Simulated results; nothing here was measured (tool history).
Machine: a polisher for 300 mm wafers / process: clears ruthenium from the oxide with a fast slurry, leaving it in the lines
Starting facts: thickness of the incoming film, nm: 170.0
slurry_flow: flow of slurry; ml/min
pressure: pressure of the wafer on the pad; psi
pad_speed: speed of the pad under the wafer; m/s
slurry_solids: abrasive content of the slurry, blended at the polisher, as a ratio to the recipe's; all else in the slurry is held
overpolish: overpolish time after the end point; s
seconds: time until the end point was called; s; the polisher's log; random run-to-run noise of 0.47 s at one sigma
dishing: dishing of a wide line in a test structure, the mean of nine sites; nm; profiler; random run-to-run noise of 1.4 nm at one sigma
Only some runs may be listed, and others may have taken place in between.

| run | hour | slurry_flow | pressure | pad_speed | slurry_solids | overpolish | seconds | dishing |
|---|---|---|---|---|---|---|---|---|
| 1 | 0.0 | 275 | 2.2 | 0.92 | 1.00 | 15 | 47.548 | 39.163 |
| 2 | 9.0 | 275 | 2.2 | 0.92 | 1.10 | 15 | 45.532 | 39.700 |
| 3 | 12.0 | 275 | 2.2 | 0.92 | 1.10 | 9 | 47.153 | 24.853 |
| 4 | 13.0 | 265 | 2.4 | 0.96 | 1.00 | 13 | 43.127 | 38.048 |
| 5 | 21.3 | 235 | 2.4 | 0.96 | 1.00 | 13 | 43.603 | 35.876 |
| 6 | 30.0 | 235 | 2.4 | 0.96 | 1.00 | 19 | 44.381 | 51.592 |
| 7 | 37.9 | 270 | 2.6 | 0.96 | 1.00 | 20 | 40.121 | 55.519 |
| 8 | 40.9 | 265 | 2.8 | 1.00 | 0.95 | 22 | 38.276 | 65.693 |
| 9 | 48.7 | 265 | 2.9 | 1.02 | 0.95 | 23 | 37.457 | 69.688 |

Run 10 is up next; what results do you expect?
| 10 | 53.7 | 265 | 3.0 | 1.04 | 0.95 | 24 | ? | ? |

{"run 10": {"seconds": 36.294, "dishing": 73.77}}
